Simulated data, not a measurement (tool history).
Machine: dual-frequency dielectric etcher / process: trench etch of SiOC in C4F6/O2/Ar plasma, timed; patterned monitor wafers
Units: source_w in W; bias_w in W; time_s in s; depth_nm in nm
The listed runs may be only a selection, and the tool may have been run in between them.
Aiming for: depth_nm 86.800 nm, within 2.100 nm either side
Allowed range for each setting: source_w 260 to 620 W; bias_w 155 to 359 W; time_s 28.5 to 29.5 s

{"run": 1, "hour": 0.0, "source_w": 440, "bias_w": 257, "time_s": 28.5, "depth_nm": 69.835}
{"run": 2, "hour": 3.5, "source_w": 510, "bias_w": 257, "time_s": 28.5, "depth_nm": 74.019}
{"run": 3, "hour": 7.8, "source_w": 530, "bias_w": 270, "time_s": 28.5, "depth_nm": 77.402}
{"run": 4, "hour": 10.3, "source_w": 530, "bias_w": 243, "time_s": 28.5, "depth_nm": 73.31}
{"run": 5, "hour": 14.7, "source_w": 530, "bias_w": 243, "time_s": 28.5, "depth_nm": 73.392}
{"run": 6, "hour": 16.9, "source_w": 550, "bias_w": 256, "time_s": 28.5, "depth_nm": 75.12}
{"run": 7, "hour": 22.3, "source_w": 560, "bias_w": 272, "time_s": 28.5, "depth_nm": 79.791}
{"run": 8, "hour": 30.5, "source_w": 570, "bias_w": 277, "time_s": 28.5, "depth_nm": 80.245}
{"run": 9, "hour": 39.1, "source_w": 580, "bias_w": 283, "time_s": 28.5, "depth_nm": 80.744}
{"run": 10, "hour": 47.7, "source_w": 590, "bias_w": 290, "time_s": 28.5, "depth_nm": 82.096}
{"run": 11, "hour": 53.8, "source_w": 590, "bias_w": 296, "time_s": 28.5, "depth_nm": 84.467}
{"run": 12, "hour": 60.7, "source_w": 600, "bias_w": 298, "time_s": 28.5, "depth_nm": 83.192}
{"run": 13, "hour": 62.8, "source_w": 600, "bias_w": 303, "time_s": 28.5, "depth_nm": 84.075}

Of the 5 settings listed for the next run, only one would bring every result within its allowed miss of target. Which one?
{"run": "A", "hour": 64.9, "source_w": 600, "bias_w": 279, "time_s": 29.0, "depth_nm": "?"}
{"run": "B", "hour": 64.9, "source_w": 600, "bias_w": 289, "time_s": 29.5, "depth_nm": "?"}
{"run": "C", "hour": 64.9, "source_w": 560, "bias_w": 274, "time_s": 29.0, "depth_nm": "?"}
{"run": "D", "hour": 64.9, "source_w": 600, "bias_w": 258, "time_s": 29.5, "depth_nm": "?"}
{"run": "E", "hour": 64.9, "source_w": 590, "bias_w": 264, "time_s": 28.5, "depth_nm": "?"}

move=A depth_nm=82.485
move=B depth_nm=85.102
move=C depth_nm=79.692
move=D depth_nm=81.316
move=E depth_nm=78.761
A: lands further from the targets than the last run did
B: in spec on every target
C: lands further from the targets than the last run did
D: lands further from the targets than the last run did
E: lands further from the targets than the last run did
Go with B: it meets all targets.
